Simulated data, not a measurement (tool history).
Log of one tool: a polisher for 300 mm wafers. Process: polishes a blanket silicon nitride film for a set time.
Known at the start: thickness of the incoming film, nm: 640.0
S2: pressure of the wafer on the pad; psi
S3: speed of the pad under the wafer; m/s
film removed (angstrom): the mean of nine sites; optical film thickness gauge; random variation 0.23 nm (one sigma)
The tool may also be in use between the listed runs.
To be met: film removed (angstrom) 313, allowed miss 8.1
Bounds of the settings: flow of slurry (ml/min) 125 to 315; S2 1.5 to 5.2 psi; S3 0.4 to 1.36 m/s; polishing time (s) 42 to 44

run 1 hour=0 | flow_of_slurry_(ml/min)=205 S2=3.3 S3=0.88 polishing_time_(s)=42 | film_removed_(angstrom)=588.48
run 2 hour=0.8 | flow_of_slurry_(ml/min)=205 S2=3.3 S3=0.88 polishing_time_(s)=42 | film_removed_(angstrom)=589.71
run 3 hour=7.8 | flow_of_slurry_(ml/min)=205 S2=3.3 S3=1.08 polishing_time_(s)=42 | film_removed_(angstrom)=690.99
run 4 hour=16.5 | flow_of_slurry_(ml/min)=200 S2=2.8 S3=1.02 polishing_time_(s)=42 | film_removed_(angstrom)=565.86
run 5 hour=18.5 | flow_of_slurry_(ml/min)=200 S2=2.8 S3=1.16 polishing_time_(s)=42 | film_removed_(angstrom)=631.93
run 6 hour=23.7 | flow_of_slurry_(ml/min)=200 S2=2.8 S3=1.26 polishing_time_(s)=42 | film_removed_(angstrom)=663.85
run 7 hour=30.2 | flow_of_slurry_(ml/min)=190 S2=2.5 S3=1.14 polishing_time_(s)=42 | film_removed_(angstrom)=554.29
run 8 hour=36.9 | flow_of_slurry_(ml/min)=180 S2=2.2 S3=1.06 polishing_time_(s)=42 | film_removed_(angstrom)=458.09
run 9 hour=45.9 | flow_of_slurry_(ml/min)=150 S2=1.5 S3=0.9 polishing_time_(s)=42 | film_removed_(angstrom)=272.27
run 10 hour=52.2 | flow_of_slurry_(ml/min)=165 S2=1.5 S3=0.9 polishing_time_(s)=42 | film_removed_(angstrom)=281.09
run 11 hour=58.9 | flow_of_slurry_(ml/min)=180 S2=1.5 S3=0.9 polishing_time_(s)=42 | film_removed_(angstrom)=280.96
run 12 hour=62.1 | flow_of_slurry_(ml/min)=190 S2=1.5 S3=0.9 polishing_time_(s)=42 | film_removed_(angstrom)=283.51
run 13 hour=66 | flow_of_slurry_(ml/min)=200 S2=1.5 S3=0.9 polishing_time_(s)=42 | film_removed_(angstrom)=283.65
run 14 hour=71.7 | flow_of_slurry_(ml/min)=200 S2=1.5 S3=0.9 polishing_time_(s)=42 | film_removed_(angstrom)=283.83

4 next moves are on the table. One of them brings every result within its allowed miss. Which?
run A hour=77.4 | flow_of_slurry_(ml/min)=135 S2=2 S3=0.66 polishing_time_(s)=44 | film_removed_(angstrom)=?
run B hour=77.4 | flow_of_slurry_(ml/min)=180 S2=1.6 S3=0.9 polishing_time_(s)=42 | film_removed_(angstrom)=?
run C hour=77.4 | flow_of_slurry_(ml/min)=230 S2=1.6 S3=0.94 polishing_time_(s)=42 | film_removed_(angstrom)=?
run D hour=77.4 | flow_of_slurry_(ml/min)=205 S2=1.5 S3=0.92 polishing_time_(s)=43 | film_removed_(angstrom)=?

move=A film_removed_(angstrom)=293.3
move=B film_removed_(angstrom)=300.74
move=C film_removed_(angstrom)=319.46
move=D film_removed_(angstrom)=299.12
A: nearer than the last run, and not there yet
B: nearer than the last run, and not there yet
C: meets every target
D: nearer than the last run, and not there yet
The right move is C.
